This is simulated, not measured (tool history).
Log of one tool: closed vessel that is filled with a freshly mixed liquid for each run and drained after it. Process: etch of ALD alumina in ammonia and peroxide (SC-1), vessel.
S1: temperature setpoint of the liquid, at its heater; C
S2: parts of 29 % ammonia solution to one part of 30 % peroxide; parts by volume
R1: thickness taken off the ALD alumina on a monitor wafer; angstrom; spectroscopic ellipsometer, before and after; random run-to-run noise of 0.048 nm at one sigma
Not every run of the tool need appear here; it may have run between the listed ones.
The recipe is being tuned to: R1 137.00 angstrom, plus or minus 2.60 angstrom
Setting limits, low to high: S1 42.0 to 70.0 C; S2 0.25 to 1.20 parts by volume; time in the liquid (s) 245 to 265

run 1 hour=0.0 | S1=58.0 S2=0.95 time_in_the_liquid_(s)=245 | R1=172.03
run 2 hour=2.9 | S1=58.0 S2=1.15 time_in_the_liquid_(s)=245 | R1=175.83
run 3 hour=7.3 | S1=57.0 S2=1.15 time_in_the_liquid_(s)=245 | R1=166.81
run 4 hour=9.2 | S1=56.0 S2=1.15 time_in_the_liquid_(s)=245 | R1=157.70
run 5 hour=10.1 | S1=56.0 S2=1.20 time_in_the_liquid_(s)=245 | R1=159.76
run 6 hour=18.1 | S1=60.5 S2=1.20 time_in_the_liquid_(s)=245 | R1=200.86
run 7 hour=26.3 | S1=58.5 S2=1.20 time_in_the_liquid_(s)=245 | R1=181.55
run 8 hour=34.8 | S1=57.0 S2=1.20 time_in_the_liquid_(s)=245 | R1=166.87
run 9 hour=36.7 | S1=56.0 S2=1.20 time_in_the_liquid_(s)=245 | R1=157.21
run 10 hour=43.1 | S1=55.5 S2=1.20 time_in_the_liquid_(s)=245 | R1=155.45
run 11 hour=50.0 | S1=55.0 S2=1.20 time_in_the_liquid_(s)=245 | R1=149.66
run 12 hour=56.4 | S1=54.5 S2=1.20 time_in_the_liquid_(s)=245 | R1=146.97
run 13 hour=58.6 | S1=54.0 S2=1.20 time_in_the_liquid_(s)=245 | R1=142.21

Of the 4 settings listed for the next run, only one would bring every result within its allowed miss of target. Which one?
run A hour=60.8 | S1=53.0 S2=1.00 time_in_the_liquid_(s)=265 | R1=?
run B hour=60.8 | S1=53.0 S2=1.20 time_in_the_liquid_(s)=265 | R1=?
run C hour=60.8 | S1=53.5 S2=1.10 time_in_the_liquid_(s)=245 | R1=?
run D hour=60.8 | S1=54.5 S2=1.00 time_in_the_liquid_(s)=250 | R1=?

move=A R1=143.22
move=B R1=145.73
move=C R1=137.26
move=D R1=146.42
A: lands further from the targets than the last run did
B: lands further from the targets than the last run did
C: in spec on every target
D: lands further from the targets than the last run did
Go with C: it meets all targets.
